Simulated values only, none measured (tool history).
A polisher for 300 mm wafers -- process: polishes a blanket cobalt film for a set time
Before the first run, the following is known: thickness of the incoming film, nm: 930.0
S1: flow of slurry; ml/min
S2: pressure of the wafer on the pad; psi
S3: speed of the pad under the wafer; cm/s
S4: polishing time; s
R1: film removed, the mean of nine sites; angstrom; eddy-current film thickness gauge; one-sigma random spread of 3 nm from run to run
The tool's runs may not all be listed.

run	hour	S1	S2	S3	S4	R1
1	0.0	195	1.2	112	54	1841.6
2	4.8	145	1.2	112	54	1774.7
3	9.7	150	1.4	112	54	2002.1
4	16.0	150	1.4	112	56	2087.5
5	19.2	150	1.7	112	56	2482.6
6	21.8	150	1.7	112	54	2410.7
7	24.8	160	1.7	116	54	2487.7
8	32.1	165	1.7	120	54	2573.7
9	35.9	170	1.7	122	54	2589.3

Expected results for the next run?
10	42.8	170	1.7	126	54	?

{"run 10": {"R1": 2703.8}}
